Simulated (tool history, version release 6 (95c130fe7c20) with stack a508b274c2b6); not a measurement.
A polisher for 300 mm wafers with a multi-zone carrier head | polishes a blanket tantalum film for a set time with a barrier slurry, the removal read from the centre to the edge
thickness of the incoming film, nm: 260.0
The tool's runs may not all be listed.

run	day	flow of slurry (ml/min)	pressure of the head's centre zone	pressure of the head's middle zone	pressure of the head's edge zone	abrasive content of the slurry	polishing time (s)	film removed at the wafer's centre (Å)	film removed at mid-radius (Å)	film removed at the wafer's edge (Å)
1	0.000	255	1.00	1.00	1.00	1.00	44	476.16	486.99	462.10
2	0.096	290	1.00	1.00	1.00	1.00	44	483.72	485.60	477.81
3	0.383	290	0.96	1.00	1.00	1.00	44	460.68	491.46	474.39
4	0.688	290	0.96	1.00	1.07	1.00	44	461.56	486.64	482.68
5	0.817	290	0.96	1.00	1.13	1.00	44	473.97	489.38	506.38
6	0.946	275	0.93	0.98	1.07	0.90	42	421.46	457.72	458.18
7	1.196	265	0.92	0.97	1.04	0.80	39	374.45	405.88	403.50

The next listed run, before its measurement:
8	1.479	255	0.90	0.96	1.01	0.75	38	?	?	?

{"run 8": {"film removed at the wafer's centre (Å)": 351.18, "film removed at mid-radius (Å)": 386.23, "film removed at the wafer's edge (Å)": 383.52}}
